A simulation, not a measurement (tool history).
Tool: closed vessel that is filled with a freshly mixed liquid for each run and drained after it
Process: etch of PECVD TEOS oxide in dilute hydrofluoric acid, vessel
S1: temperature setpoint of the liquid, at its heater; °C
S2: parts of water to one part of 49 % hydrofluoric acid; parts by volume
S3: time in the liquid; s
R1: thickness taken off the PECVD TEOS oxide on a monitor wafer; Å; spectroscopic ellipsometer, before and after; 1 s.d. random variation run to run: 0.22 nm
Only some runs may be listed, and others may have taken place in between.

{"run": 1, "day": 0.0, "S1": 22.0, "S2": 65, "S3": 125, "R1": 206.6}
{"run": 2, "day": 0.242, "S1": 22.0, "S2": 45, "S3": 125, "R1": 306.21}
{"run": 3, "day": 0.442, "S1": 22.0, "S2": 60, "S3": 125, "R1": 225.58}
{"run": 4, "day": 0.504, "S1": 23.5, "S2": 60, "S3": 125, "R1": 240.66}
{"run": 5, "day": 0.792, "S1": 23.5, "S2": 45, "S3": 125, "R1": 331.33}
{"run": 6, "day": 0.838, "S1": 23.5, "S2": 60, "S3": 125, "R1": 240.2}

The next listed run, before its measurement:
{"run": 7, "day": 0.929, "S1": 23.5, "S2": 60, "S3": 125, "R1": "?"}

Logged for run 7: R1 237.34 Å.

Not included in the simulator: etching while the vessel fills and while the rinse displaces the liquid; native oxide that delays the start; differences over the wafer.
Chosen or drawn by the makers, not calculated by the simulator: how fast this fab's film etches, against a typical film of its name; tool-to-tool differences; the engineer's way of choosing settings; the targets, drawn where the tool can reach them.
